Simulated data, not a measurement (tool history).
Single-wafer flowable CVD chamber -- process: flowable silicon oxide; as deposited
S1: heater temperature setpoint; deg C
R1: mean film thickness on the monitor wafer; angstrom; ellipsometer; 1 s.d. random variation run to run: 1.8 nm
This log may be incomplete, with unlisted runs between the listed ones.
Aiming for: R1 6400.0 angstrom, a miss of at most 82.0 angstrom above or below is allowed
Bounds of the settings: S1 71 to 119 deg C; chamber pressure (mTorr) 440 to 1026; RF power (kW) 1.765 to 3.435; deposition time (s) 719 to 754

{"run": 1, "hour": 0.0, "S1": 95, "chamber pressure (mTorr)": 733, "RF power (kW)": 2.6, "deposition time (s)": 754, "R1": 4696.6}
{"run": 2, "hour": 4.4, "S1": 95, "chamber pressure (mTorr)": 733, "RF power (kW)": 2.6, "deposition time (s)": 719, "R1": 4475.7}
{"run": 3, "hour": 10.9, "S1": 95, "chamber pressure (mTorr)": 733, "RF power (kW)": 2.6, "deposition time (s)": 719, "R1": 4498.9}
{"run": 4, "hour": 17.9, "S1": 92, "chamber pressure (mTorr)": 733, "RF power (kW)": 2.6, "deposition time (s)": 719, "R1": 4984.7}
{"run": 5, "hour": 26.3, "S1": 90, "chamber pressure (mTorr)": 733, "RF power (kW)": 2.6, "deposition time (s)": 719, "R1": 5317.0}
{"run": 6, "hour": 27.3, "S1": 90, "chamber pressure (mTorr)": 733, "RF power (kW)": 2.415, "deposition time (s)": 719, "R1": 5295.5}
{"run": 7, "hour": 30.9, "S1": 89, "chamber pressure (mTorr)": 733, "RF power (kW)": 2.415, "deposition time (s)": 719, "R1": 5408.5}
{"run": 8, "hour": 34.2, "S1": 88, "chamber pressure (mTorr)": 733, "RF power (kW)": 2.415, "deposition time (s)": 719, "R1": 5592.7}
{"run": 9, "hour": 38.8, "S1": 87, "chamber pressure (mTorr)": 733, "RF power (kW)": 2.415, "deposition time (s)": 719, "R1": 5785.8}
{"run": 10, "hour": 47.5, "S1": 86, "chamber pressure (mTorr)": 733, "RF power (kW)": 2.415, "deposition time (s)": 719, "R1": 5956.9}
{"run": 11, "hour": 53.4, "S1": 83, "chamber pressure (mTorr)": 733, "RF power (kW)": 2.415, "deposition time (s)": 719, "R1": 6534.5}

Consider the 5 candidate settings below. Which is the only one whose results all fall within their allowed miss of target?
{"run": "A", "hour": 59.3, "S1": 76, "chamber pressure (mTorr)": 600, "RF power (kW)": 1.775, "deposition time (s)": 719, "R1": "?"}
{"run": "B", "hour": 59.3, "S1": 80, "chamber pressure (mTorr)": 683, "RF power (kW)": 2.245, "deposition time (s)": 719, "R1": "?"}
{"run": "C", "hour": 59.3, "S1": 84, "chamber pressure (mTorr)": 719, "RF power (kW)": 2.66, "deposition time (s)": 754, "R1": "?"}
{"run": "D", "hour": 59.3, "S1": 83, "chamber pressure (mTorr)": 706, "RF power (kW)": 2.78, "deposition time (s)": 752, "R1": "?"}
{"run": "E", "hour": 59.3, "S1": 87, "chamber pressure (mTorr)": 830, "RF power (kW)": 2.485, "deposition time (s)": 720, "R1": "?"}

move=A R1=6373.4
move=B R1=6630.4
move=C R1=6559.4
move=D R1=6642.1
move=E R1=6542.8
A: meets every target
B: further off than the last run
C: further off than the last run
D: further off than the last run
E: further off than the last run
Correct choice: A, which meets every target
